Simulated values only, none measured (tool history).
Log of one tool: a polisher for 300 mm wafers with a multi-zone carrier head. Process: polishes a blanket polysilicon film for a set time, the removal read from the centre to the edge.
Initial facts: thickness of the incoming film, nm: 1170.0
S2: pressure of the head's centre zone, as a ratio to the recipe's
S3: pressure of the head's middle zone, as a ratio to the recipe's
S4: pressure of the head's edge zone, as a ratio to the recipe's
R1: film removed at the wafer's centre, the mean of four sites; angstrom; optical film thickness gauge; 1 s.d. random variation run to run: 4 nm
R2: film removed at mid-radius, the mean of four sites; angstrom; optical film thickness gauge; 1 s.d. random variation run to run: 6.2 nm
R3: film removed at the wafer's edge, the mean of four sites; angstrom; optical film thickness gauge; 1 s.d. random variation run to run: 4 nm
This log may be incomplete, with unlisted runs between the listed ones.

Run 1, hour 0.0: flow of slurry (ml/min) 165, S2 1.00, S3 1.00, S4 1.00, polishing time (s) 43. Result: R1 3601.8 angstrom, R2 4031.9 angstrom, R3 3977.0 angstrom.
Run 2, hour 1.9: flow of slurry (ml/min) 175, S2 1.00, S3 1.03, S4 1.04, polishing time (s) 45. Result: R1 3801.5 angstrom, R2 4188.2 angstrom, R3 4254.1 angstrom.
Run 3, hour 6.7: flow of slurry (ml/min) 180, S2 0.99, S3 1.06, S4 1.03, polishing time (s) 48. Result: R1 3956.1 angstrom, R2 4578.4 angstrom, R3 4542.9 angstrom.
Run 4, hour 9.4: flow of slurry (ml/min) 180, S2 0.99, S3 1.06, S4 1.06, polishing time (s) 48. Result: R1 4016.2 angstrom, R2 4686.4 angstrom, R3 4581.0 angstrom.
Run 5, hour 12.3: flow of slurry (ml/min) 180, S2 0.99, S3 1.06, S4 0.99, polishing time (s) 48. Result: R1 3949.5 angstrom, R2 4647.8 angstrom, R3 4434.1 angstrom.
Run 6, hour 20.2: flow of slurry (ml/min) 180, S2 0.95, S3 1.06, S4 0.99, polishing time (s) 48. Result: R1 3861.9 angstrom, R2 4649.4 angstrom, R3 4445.7 angstrom.

For run 7, what comes out?
Run 7, hour 24.7: flow of slurry (ml/min) 185, S2 0.96, S3 1.08, S4 1.00, polishing time (s) 50. Result: R1 ?, R2 ?, R3 ?.

Logged for run 7: R1 4039.5 angstrom, R2 5033.7 angstrom, R3 4678.2 angstrom.
